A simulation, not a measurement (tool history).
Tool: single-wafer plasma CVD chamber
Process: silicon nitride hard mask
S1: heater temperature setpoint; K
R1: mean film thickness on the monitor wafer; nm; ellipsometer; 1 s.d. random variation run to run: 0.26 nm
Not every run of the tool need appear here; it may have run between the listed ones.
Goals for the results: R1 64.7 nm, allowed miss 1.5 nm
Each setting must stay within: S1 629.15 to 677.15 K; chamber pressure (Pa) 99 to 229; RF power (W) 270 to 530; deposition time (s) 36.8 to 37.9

Run 1, day 0: S1 653.15 K, chamber pressure (Pa) 164, RF power (W) 400, deposition time (s) 36.8. Result: R1 54.081 nm.
Run 2, day 0.162: S1 653.15 K, chamber pressure (Pa) 164, RF power (W) 400, deposition time (s) 36.8. Result: R1 54.681 nm.
Run 3, day 0.379: S1 646.15 K, chamber pressure (Pa) 164, RF power (W) 400, deposition time (s) 36.8. Result: R1 54.864 nm.
Run 4, day 0.492: S1 646.15 K, chamber pressure (Pa) 164, RF power (W) 400, deposition time (s) 37.9. Result: R1 56.279 nm.
Run 5, day 0.725: S1 646.15 K, chamber pressure (Pa) 169, RF power (W) 405, deposition time (s) 37.9. Result: R1 57.921 nm.
Run 6, day 1.008: S1 646.15 K, chamber pressure (Pa) 169, RF power (W) 405, deposition time (s) 37.9. Result: R1 57.604 nm.
Run 7, day 1.029: S1 646.15 K, chamber pressure (Pa) 175, RF power (W) 405, deposition time (s) 37.9. Result: R1 58.279 nm.
Run 8, day 1.238: S1 646.15 K, chamber pressure (Pa) 179, RF power (W) 405, deposition time (s) 37.9. Result: R1 58.57 nm.
Run 9, day 1.525: S1 646.15 K, chamber pressure (Pa) 183, RF power (W) 410, deposition time (s) 37.9. Result: R1 59.367 nm.
Run 10, day 1.879: S1 646.15 K, chamber pressure (Pa) 187, RF power (W) 410, deposition time (s) 37.9. Result: R1 59.843 nm.
Run 11, day 2.167: S1 646.15 K, chamber pressure (Pa) 189, RF power (W) 410, deposition time (s) 37.9. Result: R1 60.198 nm.

5 next moves are on the table. One of them brings every result within its allowed miss. Which?
Run A, day 2.454: S1 636.15 K, chamber pressure (Pa) 208, RF power (W) 305, deposition time (s) 36.8. Result: R1 ?.
Run B, day 2.454: S1 641.15 K, chamber pressure (Pa) 175, RF power (W) 450, deposition time (s) 37.9. Result: R1 ?.
Run C, day 2.454: S1 653.15 K, chamber pressure (Pa) 188, RF power (W) 430, deposition time (s) 37.8. Result: R1 ?.
Run D, day 2.454: S1 652.15 K, chamber pressure (Pa) 191, RF power (W) 405, deposition time (s) 37.9. Result: R1 ?.
Run E, day 2.454: S1 649.15 K, chamber pressure (Pa) 173, RF power (W) 505, deposition time (s) 37.9. Result: R1 ?.

move      R1
   A  52.004
   B  60.772
   C  60.566
   D   59.35
   E  63.833
A: lands further from the targets than the last run did
B: moves toward the targets from the last run without getting all of them in spec
C: moves toward the targets from the last run without getting all of them in spec
D: lands further from the targets than the last run did
E: meets every target
So the answer is move E, the one that meets all the targets.
